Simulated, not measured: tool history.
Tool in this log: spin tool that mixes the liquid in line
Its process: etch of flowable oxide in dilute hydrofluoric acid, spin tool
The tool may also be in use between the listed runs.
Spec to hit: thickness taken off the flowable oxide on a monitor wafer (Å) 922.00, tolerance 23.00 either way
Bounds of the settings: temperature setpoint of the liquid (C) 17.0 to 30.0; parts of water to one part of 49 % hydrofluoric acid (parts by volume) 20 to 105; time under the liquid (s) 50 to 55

run    day  temperature setpoint of the liquid (C)  parts of water to one part of 49 % hydrofluoric acid (parts by volume)  time under the liquid (s)  thickness taken off the flowable oxide on a monitor wafer (Å)
  1  0.000                                    22.0                                                                      55                         50                                                         354.55
  2  0.033                                    23.5                                                                      50                         50                                                         416.16
  3  0.167                                    23.5                                                                      35                         50                                                         609.17
  4  0.396                                    25.0                                                                      35                         50                                                         650.94
  5  0.421                                    22.0                                                                      35                         50                                                         571.12
  6  0.454                                    23.5                                                                      35                         50                                                         609.67
  7  0.733                                    25.0                                                                      35                         50                                                         644.76
  8  0.996                                    26.0                                                                      35                         50                                                         682.10
  9  1.325                                    27.0                                                                      35                         50                                                         698.36
 10  1.642                                    27.5                                                                      35                         50                                                         715.57
 11  1.679                                    28.0                                                                      35                         50                                                         737.65
 12  1.758                                    28.5                                                                      35                         50                                                         743.55
 13  1.988                                    29.0                                                                      35                         50                                                         765.34

Consider the 4 candidate settings below. Which is the only one whose results all fall within their allowed miss of target?
  A  2.217                                    27.5                                                                      30                         50                                                              ?
  B  2.217                                    30.0                                                                      35                         55                                                              ?
  C  2.217                                    29.5                                                                      30                         50                                                              ?
  D  2.217                                    28.5                                                                      30                         55                                                              ?

move  thickness taken off the flowable oxide on a monitor wafer (Å)
   A                                                         836.82
   B                                                         866.00
   C                                                         907.37
   D                                                         958.66
A: nearer than the last run, and not there yet
B: nearer than the last run, and not there yet
C: meets every target
D: takes the biggest miss from the last run beyond its target
The right move is C.
